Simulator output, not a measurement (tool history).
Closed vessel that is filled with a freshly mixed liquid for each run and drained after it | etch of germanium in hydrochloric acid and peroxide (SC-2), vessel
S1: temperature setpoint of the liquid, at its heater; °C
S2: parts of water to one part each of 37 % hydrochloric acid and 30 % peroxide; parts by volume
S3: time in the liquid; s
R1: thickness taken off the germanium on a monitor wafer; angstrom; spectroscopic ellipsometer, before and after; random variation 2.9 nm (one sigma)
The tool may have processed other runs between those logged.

run 1 hour=0 | S1=62 S2=5.5 S3=85 | R1=4809
run 2 hour=6.6 | S1=65 S2=5.5 S3=85 | R1=5238.6
run 3 hour=12.7 | S1=65 S2=5.5 S3=85 | R1=5289.8
run 4 hour=15.7 | S1=67 S2=5.5 S3=85 | R1=5569.7
run 5 hour=20.9 | S1=68.5 S2=5.5 S3=85 | R1=5830.8
run 6 hour=28.3 | S1=69.5 S2=5.5 S3=85 | R1=5982.7
run 7 hour=32.1 | S1=70 S2=5.5 S3=85 | R1=6068.1

Run 8 is up next; what results do you expect?
run 8 hour=35.8 | S1=70.5 S2=5.5 S3=85 | R1=?

{"run 8": {"R1": 6161.4}}

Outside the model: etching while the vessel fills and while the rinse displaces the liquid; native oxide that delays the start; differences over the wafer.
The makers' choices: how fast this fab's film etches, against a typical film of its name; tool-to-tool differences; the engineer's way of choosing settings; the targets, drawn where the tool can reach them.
